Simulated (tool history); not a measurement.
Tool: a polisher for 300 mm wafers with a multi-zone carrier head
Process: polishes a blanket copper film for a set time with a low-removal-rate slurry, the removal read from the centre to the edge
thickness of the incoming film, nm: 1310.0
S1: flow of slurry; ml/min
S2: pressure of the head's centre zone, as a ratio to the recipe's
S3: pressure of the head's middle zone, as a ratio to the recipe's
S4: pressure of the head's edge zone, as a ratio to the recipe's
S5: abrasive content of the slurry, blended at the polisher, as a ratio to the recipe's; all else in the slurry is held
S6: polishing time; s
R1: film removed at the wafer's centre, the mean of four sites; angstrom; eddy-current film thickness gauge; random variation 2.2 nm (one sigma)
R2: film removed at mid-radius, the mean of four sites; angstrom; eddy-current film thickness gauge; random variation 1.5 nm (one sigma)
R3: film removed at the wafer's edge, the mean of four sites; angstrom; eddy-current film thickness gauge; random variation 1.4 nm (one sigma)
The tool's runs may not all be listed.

run,day,S1,S2,S3,S4,S5,S6,R1,R2,R3
1,0,275,1,1,1,1,65,1575.2,1630.9,1498
2,0.183,235,1,1,1,1,65,1568.6,1618.8,1494.3
3,0.408,235,1.01,0.99,0.98,0.95,65,1523.5,1592,1492.2
4,0.717,205,1.01,0.99,0.98,0.95,65,1492.5,1590.3,1467.5
5,0.812,205,1.01,0.99,1.04,0.95,65,1540.6,1564,1485.2
6,0.954,210,1.04,1,1.04,0.9,64,1512.4,1513.8,1435.9
7,1.188,215,1.06,1.01,1.04,0.9,64,1597,1592,1452.1
8,1.262,215,1.08,1.01,1.04,0.85,63,1560.3,1559,1405.5

Forecast run 9:
9,1.321,215,1.09,1,1.04,0.85,63,?,?,?

Run 9 gave R1 1604.5 angstrom, R2 1528.3 angstrom, R3 1418 angstrom.

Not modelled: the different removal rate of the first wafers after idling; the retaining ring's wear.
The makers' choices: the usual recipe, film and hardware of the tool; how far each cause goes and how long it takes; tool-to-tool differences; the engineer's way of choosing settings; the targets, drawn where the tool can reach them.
